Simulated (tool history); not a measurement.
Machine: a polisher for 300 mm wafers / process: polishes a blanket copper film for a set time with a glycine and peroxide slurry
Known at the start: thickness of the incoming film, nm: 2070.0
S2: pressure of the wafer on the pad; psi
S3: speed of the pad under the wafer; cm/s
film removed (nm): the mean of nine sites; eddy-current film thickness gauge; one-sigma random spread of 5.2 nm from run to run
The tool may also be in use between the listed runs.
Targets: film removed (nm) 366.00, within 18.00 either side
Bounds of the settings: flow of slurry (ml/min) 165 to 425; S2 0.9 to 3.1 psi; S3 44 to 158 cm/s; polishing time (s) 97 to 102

{"run": 1, "day": 0.0, "flow of slurry (ml/min)": 275, "S2": 2.0, "S3": 100, "polishing time (s)": 97, "film removed (nm)": 462.46}
{"run": 2, "day": 0.029, "flow of slurry (ml/min)": 275, "S2": 2.0, "S3": 100, "polishing time (s)": 102, "film removed (nm)": 481.28}
{"run": 3, "day": 0.367, "flow of slurry (ml/min)": 275, "S2": 2.0, "S3": 114, "polishing time (s)": 102, "film removed (nm)": 530.81}
{"run": 4, "day": 0.733, "flow of slurry (ml/min)": 275, "S2": 2.0, "S3": 114, "polishing time (s)": 102, "film removed (nm)": 539.46}
{"run": 5, "day": 0.992, "flow of slurry (ml/min)": 275, "S2": 1.6, "S3": 114, "polishing time (s)": 102, "film removed (nm)": 463.57}
{"run": 6, "day": 1.35, "flow of slurry (ml/min)": 275, "S2": 1.6, "S3": 114, "polishing time (s)": 97, "film removed (nm)": 439.4}
{"run": 7, "day": 1.388, "flow of slurry (ml/min)": 275, "S2": 1.5, "S3": 114, "polishing time (s)": 97, "film removed (nm)": 433.83}
{"run": 8, "day": 1.458, "flow of slurry (ml/min)": 275, "S2": 1.0, "S3": 110, "polishing time (s)": 97, "film removed (nm)": 331.35}

Next run, 4 choices. One meets every target within its allowed miss, the rest don't. Which?
{"run": "A", "day": 1.529, "flow of slurry (ml/min)": 290, "S2": 1.0, "S3": 118, "polishing time (s)": 101, "film removed (nm)": "?"}
{"run": "B", "day": 1.529, "flow of slurry (ml/min)": 310, "S2": 1.0, "S3": 94, "polishing time (s)": 97, "film removed (nm)": "?"}
{"run": "C", "day": 1.529, "flow of slurry (ml/min)": 265, "S2": 1.3, "S3": 80, "polishing time (s)": 102, "film removed (nm)": "?"}
{"run": "D", "day": 1.529, "flow of slurry (ml/min)": 285, "S2": 1.1, "S3": 124, "polishing time (s)": 102, "film removed (nm)": "?"}

move=A film_removed_(nm)=368.71
move=B film_removed_(nm)=305.71
move=C film_removed_(nm)=323.16
move=D film_removed_(nm)=404.39
A: meets every target
B: lands further from the targets than the last run did
C: lands further from the targets than the last run did
D: pushes the last run's worst result past its target
So the answer is move A, the one that meets all the targets.
